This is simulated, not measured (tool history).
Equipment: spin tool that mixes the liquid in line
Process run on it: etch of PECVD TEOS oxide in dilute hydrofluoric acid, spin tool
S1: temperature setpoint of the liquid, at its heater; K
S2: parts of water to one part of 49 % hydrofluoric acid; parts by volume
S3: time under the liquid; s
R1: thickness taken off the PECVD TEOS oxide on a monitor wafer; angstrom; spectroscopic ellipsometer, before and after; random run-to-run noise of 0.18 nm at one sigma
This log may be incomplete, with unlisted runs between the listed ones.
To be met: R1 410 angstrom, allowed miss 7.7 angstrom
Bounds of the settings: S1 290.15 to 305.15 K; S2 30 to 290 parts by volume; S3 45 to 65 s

| run | hour | S1 | S2 | S3 | R1 |
|---|---|---|---|---|---|
| 1 | 0 | 297.15 | 160 | 65 | 103.16 |
| 2 | 7.3 | 297.15 | 190 | 65 | 84.18 |
| 3 | 16 | 298.65 | 155 | 65 | 112.75 |
| 4 | 24.6 | 296.15 | 155 | 65 | 103.17 |
| 5 | 27.4 | 296.15 | 195 | 65 | 77.957 |
| 6 | 30.5 | 296.15 | 195 | 65 | 79.107 |
| 7 | 35.3 | 300.15 | 130 | 65 | 148.15 |
| 8 | 40.2 | 301.15 | 110 | 65 | 186.86 |
| 9 | 47.1 | 302.15 | 95 | 65 | 227.78 |
| 10 | 54.6 | 302.65 | 85 | 65 | 263.8 |

Below are 4 possible settings for the next run. Only one of them brings all results inside the allowed miss of their targets. Which is it?
| A | 62.1 | 302.65 | 75 | 65 | ? |
| B | 62.1 | 301.65 | 55 | 65 | ? |
| C | 62.1 | 305.15 | 70 | 65 | ? |
| D | 62.1 | 305.15 | 120 | 65 | ? |

| move | R1 |
|---|---|
| A | 302.05 |
| B | 407.9 |
| C | 358.73 |
| D | 194.2 |
A: moves toward the targets from the last run without getting all of them in spec
B: each result inside its tolerance
C: moves toward the targets from the last run without getting all of them in spec
D: its largest miss is bigger than the last run's
Go with B: it meets all targets.
